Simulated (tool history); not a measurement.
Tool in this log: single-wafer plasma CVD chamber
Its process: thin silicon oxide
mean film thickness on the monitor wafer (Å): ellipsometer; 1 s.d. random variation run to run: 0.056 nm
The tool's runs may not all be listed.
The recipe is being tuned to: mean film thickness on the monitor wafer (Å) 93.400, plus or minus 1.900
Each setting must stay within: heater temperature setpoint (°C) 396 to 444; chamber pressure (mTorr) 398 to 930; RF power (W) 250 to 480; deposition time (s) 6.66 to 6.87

run,hour,heater temperature setpoint (°C),chamber pressure (mTorr),RF power (W),deposition time (s),mean film thickness on the monitor wafer (Å)
1,0.0,420,664,365,6.66,110.300
2,1.6,420,664,365,6.87,114.640
3,2.2,425,664,365,6.87,114.980
4,8.0,420,664,365,6.87,114.020
5,9.5,420,641,365,6.87,111.050
6,17.8,420,641,340,6.87,107.720
7,18.3,420,624,340,6.87,104.830
8,20.3,420,611,340,6.87,101.770

Exactly one of the 4 candidate moves below puts every result within its allowed miss. Which one?
A,22.3,415,584,360,6.68,?
B,22.3,432,625,365,6.87,?
C,22.3,427,638,305,6.66,?
D,22.3,422,595,290,6.75,?

move,mean film thickness on the monitor wafer (Å)
A,98.489
B,107.390
C,99.753
D,93.016
A: closer than the last run, but not yet in spec
B: further off than the last run
C: closer than the last run, but not yet in spec
D: meets every target
D is the move that brings every result within its allowed miss.

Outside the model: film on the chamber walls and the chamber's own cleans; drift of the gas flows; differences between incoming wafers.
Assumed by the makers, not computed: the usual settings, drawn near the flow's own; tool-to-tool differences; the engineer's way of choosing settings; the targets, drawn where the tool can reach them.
